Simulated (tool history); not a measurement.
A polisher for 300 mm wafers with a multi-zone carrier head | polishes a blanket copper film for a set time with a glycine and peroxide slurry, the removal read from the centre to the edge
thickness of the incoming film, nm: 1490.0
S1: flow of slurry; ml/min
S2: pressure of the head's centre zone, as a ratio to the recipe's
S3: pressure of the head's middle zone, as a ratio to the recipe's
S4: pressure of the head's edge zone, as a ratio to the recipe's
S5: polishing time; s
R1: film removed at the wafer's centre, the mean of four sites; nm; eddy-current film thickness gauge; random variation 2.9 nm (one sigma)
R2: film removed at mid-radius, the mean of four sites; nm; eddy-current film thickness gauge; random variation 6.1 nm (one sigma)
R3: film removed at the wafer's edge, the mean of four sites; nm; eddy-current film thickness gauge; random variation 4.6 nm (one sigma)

run  hour   S1    S2    S3    S4  S5      R1      R2      R3
  1   0.0  125  1.00  1.00  1.00  42  316.61  315.36  315.33
  2   2.1  155  1.00  1.00  1.00  42  327.14  325.94  323.73
  3   6.9  155  0.98  1.01  1.02  43  325.79  334.53  335.24
  4  14.2  155  0.89  1.01  1.02  43  300.15  334.37  332.15
  5  16.6  155  0.88  1.02  1.04  44  298.13  348.50  349.08
  6  24.9  155  0.88  1.02  1.12  44  303.42  350.62  357.74
  7  28.6  155  0.88  1.03  1.13  45  311.27  357.91  366.23

Run 8 comes next. What will it give?
  8  35.3  155  0.87  1.04  1.13  46   ?   ?   ?

R1: 313.57 nm
R2: 377.44 nm
R3: 370.62 nm
